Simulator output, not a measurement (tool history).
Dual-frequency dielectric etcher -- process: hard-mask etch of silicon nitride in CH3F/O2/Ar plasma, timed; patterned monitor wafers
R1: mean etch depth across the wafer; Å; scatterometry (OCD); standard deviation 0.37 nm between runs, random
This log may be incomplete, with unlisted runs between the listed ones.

{"run": 1, "hour": 0.0, "source power (kW)": 0.31, "bias power (kW)": 0.099, "etch time (s)": 132, "R1": 866.47}
{"run": 2, "hour": 5.9, "source power (kW)": 0.31, "bias power (kW)": 0.089, "etch time (s)": 132, "R1": 841.88}
{"run": 3, "hour": 8.5, "source power (kW)": 0.31, "bias power (kW)": 0.096, "etch time (s)": 132, "R1": 864.87}
{"run": 4, "hour": 15.5, "source power (kW)": 0.25, "bias power (kW)": 0.096, "etch time (s)": 132, "R1": 751.32}
{"run": 5, "hour": 16.4, "source power (kW)": 0.26, "bias power (kW)": 0.096, "etch time (s)": 132, "R1": 770.66}
{"run": 6, "hour": 17.5, "source power (kW)": 0.26, "bias power (kW)": 0.096, "etch time (s)": 120, "R1": 701.86}
{"run": 7, "hour": 24.4, "source power (kW)": 0.26, "bias power (kW)": 0.096, "etch time (s)": 120, "R1": 701.11}
{"run": 8, "hour": 28.2, "source power (kW)": 0.26, "bias power (kW)": 0.096, "etch time (s)": 120, "R1": 695.64}

The next listed run, before its measurement:
{"run": 9, "hour": 36.3, "source power (kW)": 0.28, "bias power (kW)": 0.096, "etch time (s)": 120, "R1": "?"}

Run 9 measured R1 734.48 Å.
